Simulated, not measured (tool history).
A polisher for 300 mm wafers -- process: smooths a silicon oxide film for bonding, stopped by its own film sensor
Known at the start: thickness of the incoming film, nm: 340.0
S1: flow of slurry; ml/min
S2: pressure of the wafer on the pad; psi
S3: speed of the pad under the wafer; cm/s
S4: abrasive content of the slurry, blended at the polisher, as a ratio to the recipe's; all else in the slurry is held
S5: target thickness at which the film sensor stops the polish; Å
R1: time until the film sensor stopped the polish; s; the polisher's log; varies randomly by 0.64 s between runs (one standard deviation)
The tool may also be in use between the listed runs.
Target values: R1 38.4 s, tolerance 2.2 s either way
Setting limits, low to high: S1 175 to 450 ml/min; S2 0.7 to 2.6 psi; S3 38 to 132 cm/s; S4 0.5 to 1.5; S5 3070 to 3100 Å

run 1 hour=0 | S1=290 S2=1.6 S3=84 S4=1 S5=3070 | R1=56.129
run 2 hour=3.5 | S1=290 S2=1.8 S3=86 S4=1 S5=3070 | R1=51.191
run 3 hour=4.7 | S1=290 S2=1.8 S3=86 S4=0.85 S5=3070 | R1=55.648
run 4 hour=8 | S1=345 S2=1.8 S3=86 S4=0.85 S5=3070 | R1=53.031
run 5 hour=11.9 | S1=345 S2=2 S3=88 S4=0.85 S5=3070 | R1=47.014
run 6 hour=19.5 | S1=345 S2=2.1 S3=88 S4=0.85 S5=3070 | R1=45.521
run 7 hour=21.5 | S1=345 S2=2.2 S3=88 S4=0.85 S5=3070 | R1=42.663
run 8 hour=28.5 | S1=345 S2=2.3 S3=88 S4=0.85 S5=3070 | R1=42.587

Next run, 4 choices. One meets every target within its allowed miss, the rest don't. Which?
run A hour=35.5 | S1=350 S2=2.3 S3=82 S4=0.85 S5=3070 | R1=?
run B hour=35.5 | S1=220 S2=2 S3=96 S4=0.8 S5=3070 | R1=?
run C hour=35.5 | S1=255 S2=2.6 S3=72 S4=1.15 S5=3070 | R1=?
run D hour=35.5 | S1=295 S2=2.4 S3=102 S4=0.5 S5=3070 | R1=?

move=A R1=43.11
move=B R1=46.661
move=C R1=37.061
move=D R1=51.341
A: the biggest miss grows against the last run
B: the biggest miss grows against the last run
C: hits every target within its allowed miss
D: the biggest miss grows against the last run
So the answer is move C, the one that meets all the targets.

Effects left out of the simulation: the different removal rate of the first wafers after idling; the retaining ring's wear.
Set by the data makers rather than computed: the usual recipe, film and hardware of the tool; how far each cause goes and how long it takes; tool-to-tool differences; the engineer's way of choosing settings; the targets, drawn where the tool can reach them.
